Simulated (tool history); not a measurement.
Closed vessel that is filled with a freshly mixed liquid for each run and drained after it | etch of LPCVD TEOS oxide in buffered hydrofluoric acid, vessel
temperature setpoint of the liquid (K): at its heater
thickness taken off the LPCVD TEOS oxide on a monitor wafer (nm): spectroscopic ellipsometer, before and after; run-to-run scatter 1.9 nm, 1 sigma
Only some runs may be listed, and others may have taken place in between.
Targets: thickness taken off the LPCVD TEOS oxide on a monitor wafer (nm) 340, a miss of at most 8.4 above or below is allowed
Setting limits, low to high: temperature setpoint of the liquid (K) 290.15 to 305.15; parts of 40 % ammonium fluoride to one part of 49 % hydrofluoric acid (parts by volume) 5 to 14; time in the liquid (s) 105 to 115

| run | hour | temperature setpoint of the liquid (K) | parts of 40 % ammonium fluoride to one part of 49 % hydrofluoric acid (parts by volume) | time in the liquid (s) | thickness taken off the LPCVD TEOS oxide on a monitor wafer (nm) |
|---|---|---|---|---|---|
| 1 | 0 | 298.15 | 8.5 | 105 | 207.94 |
| 2 | 4.6 | 299.15 | 8.5 | 105 | 217.96 |
| 3 | 9.1 | 300.15 | 8.5 | 105 | 232.22 |
| 4 | 17 | 300.15 | 9.5 | 105 | 209.71 |
| 5 | 25.7 | 300.15 | 9.5 | 105 | 213 |
| 6 | 30.8 | 301.15 | 9 | 105 | 229.16 |
| 7 | 36.5 | 301.65 | 8.5 | 105 | 253.46 |
| 8 | 42.2 | 302.15 | 8.5 | 105 | 257.3 |
| 9 | 45.1 | 302.65 | 8.5 | 105 | 266.61 |
| 10 | 46.1 | 303.15 | 8.5 | 105 | 270.32 |
| 11 | 50 | 303.65 | 8.5 | 105 | 278.47 |
| 12 | 51.8 | 304.65 | 8 | 105 | 313.36 |

Next run, 4 choices. One meets every target within its allowed miss, the rest don't. Which?
| A | 53.6 | 305.15 | 8 | 115 | ? |
| B | 53.6 | 305.15 | 9 | 110 | ? |
| C | 53.6 | 302.65 | 7 | 115 | ? |
| D | 53.6 | 305.15 | 8 | 110 | ? |

| move | thickness taken off the LPCVD TEOS oxide on a monitor wafer (nm) |
|---|---|
| A | 354.34 |
| B | 298.35 |
| C | 359.25 |
| D | 338.93 |
A: carries the result that was furthest off beyond its target, to the other side
B: the biggest miss grows against the last run
C: carries the result that was furthest off beyond its target, to the other side
D: hits every target within its allowed miss
The right move is D.

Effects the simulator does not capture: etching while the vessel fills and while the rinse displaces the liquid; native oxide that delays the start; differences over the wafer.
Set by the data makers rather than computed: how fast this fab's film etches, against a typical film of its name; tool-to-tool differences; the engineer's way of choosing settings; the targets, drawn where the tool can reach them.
